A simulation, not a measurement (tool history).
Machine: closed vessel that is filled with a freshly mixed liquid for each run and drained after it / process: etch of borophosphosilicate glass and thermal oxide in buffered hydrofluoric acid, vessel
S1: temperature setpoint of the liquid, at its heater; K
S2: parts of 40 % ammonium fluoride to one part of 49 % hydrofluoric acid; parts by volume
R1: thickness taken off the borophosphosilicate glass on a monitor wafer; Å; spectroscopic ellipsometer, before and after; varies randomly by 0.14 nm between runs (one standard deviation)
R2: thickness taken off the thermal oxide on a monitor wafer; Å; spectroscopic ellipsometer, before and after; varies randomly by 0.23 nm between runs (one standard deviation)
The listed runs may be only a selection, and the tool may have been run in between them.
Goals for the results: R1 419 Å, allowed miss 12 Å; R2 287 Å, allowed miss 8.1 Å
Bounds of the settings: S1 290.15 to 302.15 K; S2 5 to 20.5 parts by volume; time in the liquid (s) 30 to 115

run 1 hour=0 | S1=294.15 S2=12.5 time_in_the_liquid_(s)=60 | R1=606.4 R2=417.8
run 2 hour=8.4 | S1=293.65 S2=13 time_in_the_liquid_(s)=60 | R1=564.85 R2=385.67
run 3 hour=10.9 | S1=293.65 S2=13 time_in_the_liquid_(s)=80 | R1=749.08 R2=512.4
run 4 hour=18.1 | S1=293.65 S2=13 time_in_the_liquid_(s)=65 | R1=608.61 R2=413.3
run 5 hour=25.7 | S1=296.65 S2=13 time_in_the_liquid_(s)=65 | R1=713.91 R2=493.37
run 6 hour=29.5 | S1=293.65 S2=13 time_in_the_liquid_(s)=65 | R1=611.88 R2=420.08
run 7 hour=34.3 | S1=293.15 S2=13.5 time_in_the_liquid_(s)=65 | R1=571.03 R2=392.5
run 8 hour=38.9 | S1=292.65 S2=14 time_in_the_liquid_(s)=65 | R1=540.47 R2=365.28
run 9 hour=43.1 | S1=292.15 S2=14.5 time_in_the_liquid_(s)=65 | R1=500.09 R2=346.36
run 10 hour=51.2 | S1=291.65 S2=14.5 time_in_the_liquid_(s)=65 | R1=489.73 R2=334.04
run 11 hour=56.4 | S1=290.65 S2=15 time_in_the_liquid_(s)=65 | R1=449.71 R2=304.93
run 12 hour=61.5 | S1=290.65 S2=15.5 time_in_the_liquid_(s)=65 | R1=433.15 R2=302.08

5 next moves are on the table. One of them brings every result within its allowed miss. Which?
run A hour=66.6 | S1=292.15 S2=15 time_in_the_liquid_(s)=60 | R1=? R2=?
run B hour=66.6 | S1=293.65 S2=15.5 time_in_the_liquid_(s)=50 | R1=? R2=?
run C hour=66.6 | S1=291.15 S2=16.5 time_in_the_liquid_(s)=60 | R1=? R2=?
run D hour=66.6 | S1=294.65 S2=18.5 time_in_the_liquid_(s)=60 | R1=? R2=?
run E hour=66.6 | S1=292.15 S2=20.5 time_in_the_liquid_(s)=80 | R1=? R2=?

move=A R1=452.17 R2=307.68
move=B R1=396.46 R2=270.08
move=C R1=389.07 R2=264.68
move=D R1=421.96 R2=287.83
move=E R1=445.67 R2=303.65
A: further off than the last run
B: the result that was furthest off in the last run now lies on the other side of its target
C: the result that was furthest off in the last run now lies on the other side of its target
D: every result within its allowed miss
E: further off than the last run
D is the move that brings every result within its allowed miss.
